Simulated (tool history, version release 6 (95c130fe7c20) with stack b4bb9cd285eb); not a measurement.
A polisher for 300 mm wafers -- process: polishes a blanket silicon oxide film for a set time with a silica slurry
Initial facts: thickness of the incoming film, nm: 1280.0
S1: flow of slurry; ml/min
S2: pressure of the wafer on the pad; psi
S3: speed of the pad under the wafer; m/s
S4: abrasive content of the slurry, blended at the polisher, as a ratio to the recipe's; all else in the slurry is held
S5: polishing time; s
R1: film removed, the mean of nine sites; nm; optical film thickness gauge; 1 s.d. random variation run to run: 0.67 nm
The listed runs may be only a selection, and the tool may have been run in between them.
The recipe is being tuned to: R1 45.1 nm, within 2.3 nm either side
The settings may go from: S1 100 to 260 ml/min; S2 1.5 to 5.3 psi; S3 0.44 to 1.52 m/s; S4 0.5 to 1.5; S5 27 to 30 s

run	hour	S1	S2	S3	S4	S5	R1
1	0	165	3.4	0.98	1	30	61.786
2	7.1	165	3.3	0.98	1	30	61.115
3	12	165	3.2	0.98	1	30	59.86
4	17.3	165	3.1	0.98	1	30	57.464
5	21.2	165	3.1	0.98	1	30	56.095
6	29.8	165	3.1	1.18	1	30	66.558
7	37.5	165	3.1	1.18	1	30	64.126
8	45.9	165	3	1.18	1	30	63.863
9	53.1	160	2	1.12	1	30	42.491

4 candidate next runs follow, results not yet known. Just one meets every target within its allowed miss. Identify it.
A	60.3	165	2	1.18	1.2	28	?
B	60.3	165	2.1	1.06	0.85	30	?
C	60.3	130	2.4	0.88	1.1	30	?
D	60.3	115	2	1.16	1.2	28	?

move	R1
A	43.578
B	38.517
C	40.412
D	39.769
A: all results land within tolerance of their targets
B: lands further from the targets than the last run did
C: lands further from the targets than the last run did
D: lands further from the targets than the last run did
Move A is the one to make.
